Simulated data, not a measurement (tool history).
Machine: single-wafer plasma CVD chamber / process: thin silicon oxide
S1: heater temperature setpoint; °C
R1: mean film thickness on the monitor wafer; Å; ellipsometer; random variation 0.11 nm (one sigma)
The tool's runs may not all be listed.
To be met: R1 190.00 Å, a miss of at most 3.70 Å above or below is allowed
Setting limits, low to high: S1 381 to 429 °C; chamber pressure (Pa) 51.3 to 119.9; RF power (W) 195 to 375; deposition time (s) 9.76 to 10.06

{"run": 1, "hour": 0.0, "S1": 405, "chamber pressure (Pa)": 85.6, "RF power (W)": 285, "deposition time (s)": 9.76, "R1": 142.15}
{"run": 2, "hour": 5.5, "S1": 405, "chamber pressure (Pa)": 99.1, "RF power (W)": 285, "deposition time (s)": 9.76, "R1": 163.46}
{"run": 3, "hour": 14.5, "S1": 397, "chamber pressure (Pa)": 99.1, "RF power (W)": 285, "deposition time (s)": 9.76, "R1": 165.5}
{"run": 4, "hour": 16.9, "S1": 403, "chamber pressure (Pa)": 99.1, "RF power (W)": 285, "deposition time (s)": 9.76, "R1": 162.16}
{"run": 5, "hour": 20.5, "S1": 402, "chamber pressure (Pa)": 101.7, "RF power (W)": 285, "deposition time (s)": 9.76, "R1": 167.99}
{"run": 6, "hour": 21.1, "S1": 402, "chamber pressure (Pa)": 112.1, "RF power (W)": 285, "deposition time (s)": 9.76, "R1": 182.08}
{"run": 7, "hour": 28.3, "S1": 401, "chamber pressure (Pa)": 112.8, "RF power (W)": 285, "deposition time (s)": 9.76, "R1": 184.66}
{"run": 8, "hour": 32.2, "S1": 401, "chamber pressure (Pa)": 113.3, "RF power (W)": 285, "deposition time (s)": 9.76, "R1": 182.94}
{"run": 9, "hour": 38.2, "S1": 401, "chamber pressure (Pa)": 114.1, "RF power (W)": 285, "deposition time (s)": 9.76, "R1": 184.44}

Exercise: of the 4 proposed moves below, exactly one satisfies all targets within the stated allowed misses. Which move is it?
{"run": "A", "hour": 44.2, "S1": 397, "chamber pressure (Pa)": 118.8, "RF power (W)": 315, "deposition time (s)": 9.82, "R1": "?"}
{"run": "B", "hour": 44.2, "S1": 403, "chamber pressure (Pa)": 113.6, "RF power (W)": 315, "deposition time (s)": 10.02, "R1": "?"}
{"run": "C", "hour": 44.2, "S1": 399, "chamber pressure (Pa)": 119.7, "RF power (W)": 275, "deposition time (s)": 10.06, "R1": "?"}
{"run": "D", "hour": 44.2, "S1": 405, "chamber pressure (Pa)": 112.1, "RF power (W)": 290, "deposition time (s)": 10.06, "R1": "?"}

move=A R1=201.76
move=B R1=197.98
move=C R1=195.81
move=D R1=189.54
A: takes the result that was furthest off past its target
B: takes the result that was furthest off past its target
C: takes the result that was furthest off past its target
D: every result lands within tolerance
The right move is D.
